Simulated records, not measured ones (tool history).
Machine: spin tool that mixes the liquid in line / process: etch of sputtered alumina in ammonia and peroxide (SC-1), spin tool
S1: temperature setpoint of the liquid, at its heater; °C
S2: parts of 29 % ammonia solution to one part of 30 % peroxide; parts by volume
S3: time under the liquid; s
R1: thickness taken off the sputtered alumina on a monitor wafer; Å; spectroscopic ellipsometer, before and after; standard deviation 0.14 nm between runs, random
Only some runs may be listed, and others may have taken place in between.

run	day	S1	S2	S3	R1
1	0.000	55.0	0.85	310	183.65
2	0.171	55.0	0.85	330	196.21
3	0.538	55.0	1.00	330	197.26
4	0.729	56.0	1.00	330	208.17
5	0.883	56.0	1.20	330	212.62
6	1.125	49.0	1.20	330	144.80
7	1.417	51.5	1.20	330	166.76
8	1.721	53.5	1.20	330	185.32
9	1.846	54.5	1.20	330	197.01

Forecast run 10:
10	1.896	55.5	1.20	330	?

{"run 10": {"R1": 207.48}}

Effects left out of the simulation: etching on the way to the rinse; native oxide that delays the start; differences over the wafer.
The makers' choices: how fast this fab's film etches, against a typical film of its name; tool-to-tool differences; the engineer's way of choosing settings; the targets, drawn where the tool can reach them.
